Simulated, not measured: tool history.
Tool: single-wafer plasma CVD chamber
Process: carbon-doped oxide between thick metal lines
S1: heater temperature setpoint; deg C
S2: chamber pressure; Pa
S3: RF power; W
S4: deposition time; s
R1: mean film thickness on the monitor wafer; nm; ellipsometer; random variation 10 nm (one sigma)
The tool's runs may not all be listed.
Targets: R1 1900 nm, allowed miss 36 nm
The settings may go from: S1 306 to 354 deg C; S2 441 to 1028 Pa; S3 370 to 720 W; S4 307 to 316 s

run 1 day=0 | S1=330 S2=735 S3=545 S4=307 | R1=1551.7
run 2 day=0.296 | S1=327 S2=775 S3=570 S4=308 | R1=1631.5
run 3 day=0.358 | S1=325 S2=811 S3=585 S4=308 | R1=1675.3
run 4 day=0.729 | S1=325 S2=811 S3=620 S4=308 | R1=1730.9
run 5 day=0.962 | S1=325 S2=811 S3=700 S4=308 | R1=1822
run 6 day=1.054 | S1=324 S2=821 S3=700 S4=308 | R1=1840.2
run 7 day=1.217 | S1=323 S2=829 S3=700 S4=308 | R1=1851.6
run 8 day=1.496 | S1=322 S2=836 S3=700 S4=308 | R1=1860.7

Which of these 4 next moves meets every target?
run A day=1.775 | S1=336 S2=907 S3=720 S4=309 | R1=?
run B day=1.775 | S1=323 S2=839 S3=685 S4=307 | R1=?
run C day=1.775 | S1=325 S2=835 S3=685 S4=309 | R1=?
run D day=1.775 | S1=315 S2=899 S3=680 S4=310 | R1=?

move=A R1=1806.9
move=B R1=1821.4
move=C R1=1818.4
move=D R1=1908.5
A: further off than the last run
B: further off than the last run
C: further off than the last run
D: meets every target
The right move is D.
